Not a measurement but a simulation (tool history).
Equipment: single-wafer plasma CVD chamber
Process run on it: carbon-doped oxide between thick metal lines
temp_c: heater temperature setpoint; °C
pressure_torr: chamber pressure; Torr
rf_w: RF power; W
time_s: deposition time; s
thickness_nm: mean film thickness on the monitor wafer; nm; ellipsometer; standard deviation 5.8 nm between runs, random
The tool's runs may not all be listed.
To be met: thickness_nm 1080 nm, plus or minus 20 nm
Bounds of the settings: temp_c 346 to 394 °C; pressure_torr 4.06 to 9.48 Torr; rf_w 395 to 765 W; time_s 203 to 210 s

run  hour  temp_c  pressure_torr  rf_w  time_s  thickness_nm
  1     0     370           6.77   580     203        980.67
  2   6.7     370           6.77   580     203         982.6
  3  11.7     370           7.56   580     203        983.51
  4  15.7     368            7.6   605     203          1027
  5  20.3     368            7.6   690     203        1115.6
  6  24.9     360            7.6   690     203        1150.9
  7  25.6     363           7.45   685     203        1126.3
  8  33.1     365           7.33   680     203        1126.9
  9  35.3     367           7.35   675     203          1126
 10  41.8     368           6.92   630     203        1057.4

Pick the move, out of 5, that brings all results within their allowed miss; only one does.
  A  48.3     367           9.05   640     210             ?
  B  48.3     373           5.51   665     206             ?
  C  48.3     360           7.58   630     209             ?
  D  48.3     373           6.63   605     208             ?
  E  48.3     356           6.04   630     210             ?

move  thickness_nm
   A        1119.7
   B        1075.6
   C        1110.4
   D        1030.6
   E        1110.9
A: pushes the last run's worst result past its target
B: all results land within tolerance of their targets
C: pushes the last run's worst result past its target
D: further off than the last run
E: pushes the last run's worst result past its target
Answer: B
